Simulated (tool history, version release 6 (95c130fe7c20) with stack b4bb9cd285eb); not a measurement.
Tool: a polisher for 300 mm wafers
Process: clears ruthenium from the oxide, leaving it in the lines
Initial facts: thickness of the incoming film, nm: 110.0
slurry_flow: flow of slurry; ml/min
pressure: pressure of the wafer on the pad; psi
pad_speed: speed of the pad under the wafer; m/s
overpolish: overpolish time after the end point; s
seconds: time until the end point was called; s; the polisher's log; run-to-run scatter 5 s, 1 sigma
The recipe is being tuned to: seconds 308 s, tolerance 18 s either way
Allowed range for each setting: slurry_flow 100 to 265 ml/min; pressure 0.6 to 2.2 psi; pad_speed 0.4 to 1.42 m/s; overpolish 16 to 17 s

run,hour,slurry_flow,pressure,pad_speed,overpolish,seconds
1,0,170,1.4,0.9,16,180.59
2,5.9,170,1.4,1.1,16,155.82
3,13.1,170,1.7,1.1,16,137.53
4,14.8,150,1.7,1.1,16,142.98
# hour 21.8: slurry nozzle cleaned
5,21.8,140,1.5,1.02,16,154.62
6,26.8,140,1.8,1.02,16,141.24
7,28.8,140,1.5,0.9,16,177.04
8,30.8,140,1.3,0.82,16,206.16
9,33.7,140,1.2,0.78,16,221.64
10,40.3,140,1.1,0.74,16,246.52
11,47.3,140,1,0.72,16,266.53
12,52.8,140,0.9,0.72,16,274.85

Which of these 4 next moves meets every target?
A,58.3,165,1,0.72,17,?
B,58.3,140,0.7,0.62,17,?
C,58.3,100,1,0.52,17,?
D,58.3,130,0.7,0.72,17,?

move,seconds
A,256.28
B,347.08
C,349.27
D,312.77
A: the biggest miss grows against the last run
B: pushes the last run's worst result past its target
C: pushes the last run's worst result past its target
D: all results land within tolerance of their targets
Answer: D

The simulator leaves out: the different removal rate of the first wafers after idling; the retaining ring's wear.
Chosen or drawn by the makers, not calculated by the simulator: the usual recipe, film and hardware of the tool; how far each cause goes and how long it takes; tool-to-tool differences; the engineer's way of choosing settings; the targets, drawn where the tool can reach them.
